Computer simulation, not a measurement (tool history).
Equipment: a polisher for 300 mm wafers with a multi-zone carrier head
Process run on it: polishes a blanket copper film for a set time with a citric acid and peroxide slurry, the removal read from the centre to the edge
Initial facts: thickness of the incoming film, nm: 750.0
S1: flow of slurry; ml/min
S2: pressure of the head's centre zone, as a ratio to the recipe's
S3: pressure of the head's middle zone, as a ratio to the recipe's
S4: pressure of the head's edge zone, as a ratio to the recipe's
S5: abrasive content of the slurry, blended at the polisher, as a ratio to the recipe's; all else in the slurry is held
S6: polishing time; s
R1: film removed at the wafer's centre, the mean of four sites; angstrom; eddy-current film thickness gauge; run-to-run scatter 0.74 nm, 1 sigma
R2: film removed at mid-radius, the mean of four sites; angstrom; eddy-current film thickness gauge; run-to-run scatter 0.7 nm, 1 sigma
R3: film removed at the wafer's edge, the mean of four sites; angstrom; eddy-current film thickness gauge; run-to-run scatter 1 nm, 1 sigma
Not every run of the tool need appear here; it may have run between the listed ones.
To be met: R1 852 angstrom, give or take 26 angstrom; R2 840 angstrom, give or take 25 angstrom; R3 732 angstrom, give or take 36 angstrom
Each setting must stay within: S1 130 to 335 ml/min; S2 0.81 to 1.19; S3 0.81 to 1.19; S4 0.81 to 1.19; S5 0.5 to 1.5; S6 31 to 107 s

Run 1, hour 0: S1 215 ml/min, S2 1, S3 1, S4 1, S5 1, S6 69 s. Result: R1 949.72 angstrom, R2 968.17 angstrom, R3 961.28 angstrom.
Run 2, hour 4.4: S1 215 ml/min, S2 1, S3 1, S4 0.97, S5 1, S6 69 s. Result: R1 937 angstrom, R2 976.03 angstrom, R3 944.72 angstrom.
Run 3, hour 8.7: S1 215 ml/min, S2 1, S3 1, S4 0.97, S5 1, S6 54 s. Result: R1 743.4 angstrom, R2 770.84 angstrom, R3 736.81 angstrom.
Run 4, hour 17.3: S1 215 ml/min, S2 1.04, S3 1, S4 0.97, S5 1, S6 54 s. Result: R1 759.5 angstrom, R2 766.15 angstrom, R3 738.77 angstrom.
Run 5, hour 21.6: S1 230 ml/min, S2 1.07, S3 1.02, S4 0.95, S5 1, S6 54 s. Result: R1 794.89 angstrom, R2 774.84 angstrom, R3 728.64 angstrom.
Run 6, hour 27.9: S1 230 ml/min, S2 1.07, S3 1.02, S4 1.03, S5 1, S6 54 s. Result: R1 810.61 angstrom, R2 770.34 angstrom, R3 741.53 angstrom.
Run 7, hour 35.7: S1 240 ml/min, S2 1.07, S3 1.04, S4 1.03, S5 1, S6 54 s. Result: R1 792.44 angstrom, R2 782.61 angstrom, R3 765.32 angstrom.
Run 8, hour 43.5: S1 205 ml/min, S2 1.16, S3 1.13, S4 0.93, S5 1.1, S6 55 s. Result: R1 880.97 angstrom, R2 847.94 angstrom, R3 722.52 angstrom.

Next run, 5 choices. One meets every target within its allowed miss, the rest don't. Which?
Run A, hour 51.3: S1 220 ml/min, S2 1.16, S3 1, S4 0.97, S5 1.1, S6 57 s. Result: R1 ?, R2 ?, R3 ?.
Run B, hour 51.3: S1 205 ml/min, S2 1.17, S3 1.1, S4 0.93, S5 1.05, S6 57 s. Result: R1 ?, R2 ?, R3 ?.
Run C, hour 51.3: S1 200 ml/min, S2 1.13, S3 1.13, S4 0.93, S5 1.2, S6 53 s. Result: R1 ?, R2 ?, R3 ?.
Run D, hour 51.3: S1 240 ml/min, S2 1.19, S3 1.19, S4 0.88, S5 1.1, S6 54 s. Result: R1 ?, R2 ?, R3 ?.
Run E, hour 51.3: S1 240 ml/min, S2 1.06, S3 1.06, S4 1, S5 1, S6 58 s. Result: R1 ?, R2 ?, R3 ?.

move      R1      R2      R3
   A  908.79  822.02  780.39
   B  901.75  863.89  753.22
   C  830.12  839.64  718.38
   D  892.24  886.65  709.43
   E  835.95   861.2  794.53
A: lands further from the targets than the last run did
B: lands further from the targets than the last run did
C: all results land within tolerance of their targets
D: lands further from the targets than the last run did
E: corrects the largest miss of the last run, while another result sits out of spec
So the answer is move C, the one that meets all the targets.

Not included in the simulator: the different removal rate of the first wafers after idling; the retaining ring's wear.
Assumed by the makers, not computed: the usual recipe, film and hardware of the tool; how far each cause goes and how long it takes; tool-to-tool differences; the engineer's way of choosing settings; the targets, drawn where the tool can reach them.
